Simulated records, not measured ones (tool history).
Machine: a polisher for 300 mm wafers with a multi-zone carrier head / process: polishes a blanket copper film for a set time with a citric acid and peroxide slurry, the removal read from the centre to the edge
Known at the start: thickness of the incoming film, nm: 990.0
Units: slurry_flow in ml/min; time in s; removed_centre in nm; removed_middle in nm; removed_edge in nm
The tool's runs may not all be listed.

| run | hour | slurry_flow | centre_zone | middle_zone | edge_zone | slurry_solids | time | removed_centre | removed_middle | removed_edge |
|---|---|---|---|---|---|---|---|---|---|---|
| 1 | 0.0 | 205 | 1.00 | 1.00 | 1.00 | 1.00 | 68 | 172.43 | 178.97 | 176.72 |
| 2 | 7.3 | 195 | 0.97 | 0.97 | 1.01 | 1.00 | 68 | 169.72 | 169.74 | 182.51 |
| 3 | 9.6 | 190 | 0.95 | 0.97 | 1.00 | 0.95 | 68 | 165.24 | 168.29 | 180.85 |
| 4 | 13.9 | 190 | 0.93 | 0.97 | 1.00 | 0.90 | 67 | 158.02 | 161.68 | 170.94 |
| 5 | 19.1 | 185 | 0.91 | 0.97 | 1.01 | 0.90 | 67 | 157.83 | 164.80 | 170.42 |
| 6 | 25.9 | 185 | 0.91 | 0.97 | 1.01 | 0.90 | 78 | 182.44 | 191.17 | 204.09 |
| 7 | 30.9 | 180 | 0.88 | 0.96 | 1.02 | 0.80 | 76 | 161.64 | 179.85 | 196.09 |
| 8 | 34.9 | 180 | 0.88 | 0.94 | 0.99 | 0.75 | 75 | 157.97 | 171.24 | 185.10 |

The next listed run, before its measurement:
| 9 | 40.3 | 180 | 0.88 | 0.92 | 0.98 | 0.75 | 75 | ? | ? | ? |

removed_centre: 163.31 nm
removed_middle: 168.37 nm
removed_edge: 184.90 nm
